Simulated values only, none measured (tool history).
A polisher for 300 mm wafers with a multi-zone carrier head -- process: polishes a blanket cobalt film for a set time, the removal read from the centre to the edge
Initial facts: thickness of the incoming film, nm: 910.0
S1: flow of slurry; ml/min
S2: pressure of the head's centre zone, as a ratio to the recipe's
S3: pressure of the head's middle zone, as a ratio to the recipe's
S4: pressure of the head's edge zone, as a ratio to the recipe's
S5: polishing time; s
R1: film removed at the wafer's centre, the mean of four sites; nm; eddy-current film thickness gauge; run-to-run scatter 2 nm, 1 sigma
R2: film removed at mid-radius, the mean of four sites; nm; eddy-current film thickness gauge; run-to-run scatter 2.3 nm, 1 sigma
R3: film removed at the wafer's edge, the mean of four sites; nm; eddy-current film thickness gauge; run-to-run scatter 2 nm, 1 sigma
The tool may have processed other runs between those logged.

Run 1, hour 0: S1 305 ml/min, S2 1, S3 1, S4 1, S5 50 s. Result: R1 249.2 nm, R2 262.72 nm, R3 256.95 nm.
Run 2, hour 5.8: S1 305 ml/min, S2 0.92, S3 1, S4 1, S5 50 s. Result: R1 231.32 nm, R2 258.22 nm, R3 257.58 nm.
Run 3, hour 10.4: S1 305 ml/min, S2 1, S3 1, S4 1, S5 50 s. Result: R1 249.06 nm, R2 257.17 nm, R3 254.62 nm.
Run 4, hour 11.2: S1 350 ml/min, S2 1, S3 1, S4 1, S5 50 s. Result: R1 255.11 nm, R2 259.65 nm, R3 257.59 nm.
Run 5, hour 16.5: S1 350 ml/min, S2 0.91, S3 1, S4 1, S5 50 s. Result: R1 232.84 nm, R2 263.43 nm, R3 253.78 nm.
Run 6, hour 24.1: S1 350 ml/min, S2 0.91, S3 1, S4 0.96, S5 50 s. Result: R1 229.12 nm, R2 264.28 nm, R3 253.61 nm.
Run 7, hour 30.5: S1 355 ml/min, S2 0.91, S3 1.01, S4 0.95, S5 46 s. Result: R1 207.9 nm, R2 247.41 nm, R3 227.52 nm.
Run 8, hour 35.6: S1 350 ml/min, S2 0.88, S3 0.92, S4 0.87, S5 33 s. Result: R1 148.06 nm, R2 159.28 nm, R3 158.19 nm.
Run 9, hour 36.5: S1 350 ml/min, S2 0.89, S3 0.94, S4 0.89, S5 33 s. Result: R1 147.87 nm, R2 163.39 nm, R3 161.28 nm.
Run 10, hour 41.4: S1 355 ml/min, S2 0.9, S3 0.96, S4 0.9, S5 33 s. Result: R1 153.23 nm, R2 168.12 nm, R3 163.22 nm.

Forecast run 11:
Run 11, hour 49.2: S1 355 ml/min, S2 0.9, S3 0.98, S4 0.91, S5 33 s. Result: R1 ?, R2 ?, R3 ?.

{"run 11": {"R1": 150.84, "R2": 171.18, "R3": 163.15}}

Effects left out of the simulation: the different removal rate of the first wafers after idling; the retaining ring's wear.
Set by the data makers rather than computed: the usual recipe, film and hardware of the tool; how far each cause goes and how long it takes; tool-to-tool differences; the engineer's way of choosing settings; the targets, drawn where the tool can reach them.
